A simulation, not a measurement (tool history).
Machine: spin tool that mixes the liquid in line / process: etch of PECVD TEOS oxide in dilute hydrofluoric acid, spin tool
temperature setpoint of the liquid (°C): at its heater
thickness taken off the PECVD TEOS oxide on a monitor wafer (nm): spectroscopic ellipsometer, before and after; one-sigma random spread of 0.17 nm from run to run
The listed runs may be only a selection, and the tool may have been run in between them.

| run | day | temperature setpoint of the liquid (°C) | parts of water to one part of 49 % hydrofluoric acid (parts by volume) | time under the liquid (s) | thickness taken off the PECVD TEOS oxide on a monitor wafer (nm) |
|---|---|---|---|---|---|
| 1 | 0.000 | 22.0 | 150 | 285 | 30.809 |
| 2 | 0.117 | 21.0 | 150 | 285 | 29.711 |
| 3 | 0.242 | 21.0 | 120 | 285 | 37.996 |
| 4 | 0.375 | 21.0 | 120 | 310 | 41.705 |
| 5 | 0.579 | 21.0 | 120 | 285 | 37.910 |
| 6 | 0.621 | 21.0 | 120 | 310 | 41.791 |
| 7 | 0.646 | 20.0 | 130 | 310 | 36.509 |
| 8 | 0.933 | 19.0 | 135 | 310 | 33.591 |
| 9 | 1.004 | 18.5 | 140 | 310 | 31.317 |

The next listed run, before its measurement:
| 10 | 1.329 | 18.0 | 145 | 310 | ? |

Run 10 measured thickness taken off the PECVD TEOS oxide on a monitor wafer (nm) 29.939.

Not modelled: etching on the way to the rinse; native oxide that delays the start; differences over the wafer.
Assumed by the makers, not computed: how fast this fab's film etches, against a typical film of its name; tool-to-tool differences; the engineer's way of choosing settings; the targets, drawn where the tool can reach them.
